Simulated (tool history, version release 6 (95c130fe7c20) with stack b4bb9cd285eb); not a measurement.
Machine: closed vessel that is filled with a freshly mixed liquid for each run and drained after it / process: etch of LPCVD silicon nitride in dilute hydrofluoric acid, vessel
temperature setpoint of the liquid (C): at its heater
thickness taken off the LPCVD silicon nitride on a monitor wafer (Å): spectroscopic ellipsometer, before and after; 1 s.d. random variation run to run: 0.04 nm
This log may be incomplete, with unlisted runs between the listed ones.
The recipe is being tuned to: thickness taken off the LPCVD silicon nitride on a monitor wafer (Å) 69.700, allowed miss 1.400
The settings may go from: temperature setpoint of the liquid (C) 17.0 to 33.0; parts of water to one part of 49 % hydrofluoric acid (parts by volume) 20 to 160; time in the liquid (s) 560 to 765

run  hour  temperature setpoint of the liquid (C)  parts of water to one part of 49 % hydrofluoric acid (parts by volume)  time in the liquid (s)  thickness taken off the LPCVD silicon nitride on a monitor wafer (Å)
  1   0.0                                    25.0                                                                      90                     765                                                                41.614
  2   9.0                                    25.0                                                                      90                     560                                                                30.696
  3  14.7                                    25.0                                                                      90                     560                                                                30.718
  4  21.1                                    27.0                                                                      85                     560                                                                36.589
  5  24.8                                    27.0                                                                     115                     560                                                                27.218
  6  28.9                                    25.5                                                                     115                     560                                                                24.613
  7  32.1                                    27.5                                                                     100                     560                                                                32.176
  8  34.1                                    29.0                                                                      90                     560                                                                39.553
  9  40.7                                    30.0                                                                      80                     560                                                                47.192
 10  46.6                                    30.5                                                                      75                     560                                                                52.347
 11  56.3                                    30.5                                                                      75                     560                                                                52.065
 12  65.9                                    31.0                                                                      70                     560                                                                57.667
 13  72.2                                    31.5                                                                      70                     560                                                                59.292
 14  79.2                                    32.0                                                                      70                     560                                                                61.202

Pick the move, out of 5, that brings all results within their allowed miss; only one does.
  A  86.2                                    32.5                                                                      60                     560                                                                     ?
  B  86.2                                    28.5                                                                      75                     645                                                                     ?
  C  86.2                                    33.0                                                                      85                     720                                                                     ?
  D  86.2                                    28.5                                                                      50                     610                                                                     ?
  E  86.2                                    33.0                                                                      70                     560                                                                     ?

move  thickness taken off the LPCVD silicon nitride on a monitor wafer (Å)
   A                                                                73.817
   B                                                                52.761
   C                                                                68.989
   D                                                                74.577
   E                                                                65.260
A: carries the result that was furthest off beyond its target, to the other side
B: further off than the last run
C: every result within its allowed miss
D: carries the result that was furthest off beyond its target, to the other side
E: closes in on the targets versus the last run, not all within tolerance yet
The move that meets every target is C.
